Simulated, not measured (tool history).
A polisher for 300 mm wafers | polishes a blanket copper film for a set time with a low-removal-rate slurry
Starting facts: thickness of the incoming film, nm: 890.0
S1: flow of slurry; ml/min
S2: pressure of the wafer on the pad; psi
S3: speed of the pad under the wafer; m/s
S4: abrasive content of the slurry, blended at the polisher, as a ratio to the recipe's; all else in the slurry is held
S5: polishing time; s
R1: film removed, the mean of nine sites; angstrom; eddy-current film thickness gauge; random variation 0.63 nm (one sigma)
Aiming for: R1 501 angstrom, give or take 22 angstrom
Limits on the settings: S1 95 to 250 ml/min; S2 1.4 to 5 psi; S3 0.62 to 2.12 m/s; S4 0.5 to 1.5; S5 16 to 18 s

run	hour	S1	S2	S3	S4	S5	R1
1	0	160	3.2	1.36	1	18	946.7
2	6	160	2.8	1.34	1	18	806.37
3	7.5	160	2.8	1.34	1	18	839.47
4	14.9	160	2.5	1.3	1	18	742.94
5	16.7	160	2.3	1.28	1	18	675.27
6	22.5	160	2.1	1.28	1	18	622.58
7	26	160	2	1.28	1	18	617.29
8	31.8	160	1.9	1.28	1	18	595.65
9	35.3	160	1.8	1.28	1	18	574.66
10	44.2	160	1.7	1.28	1	18	552.92
11	45.6	160	1.6	1.28	1	18	539.87

Below are 5 possible settings for the next run. Only one of them brings all results inside the allowed miss of their targets. Which is it?
A	47	160	2.1	1.12	1.05	18	?
B	47	145	1.6	1.28	1.1	17	?
C	47	145	2.4	1.1	1.1	16	?
D	47	160	1.6	1.3	1.05	18	?
E	47	150	2.7	0.92	1.1	17	?

move	R1
A	573.66
B	512.68
C	553.29
D	549.98
E	543.21
A: lands further from the targets than the last run did
B: all results land within tolerance of their targets
C: lands further from the targets than the last run did
D: lands further from the targets than the last run did
E: lands further from the targets than the last run did
Correct choice: B, which meets every target
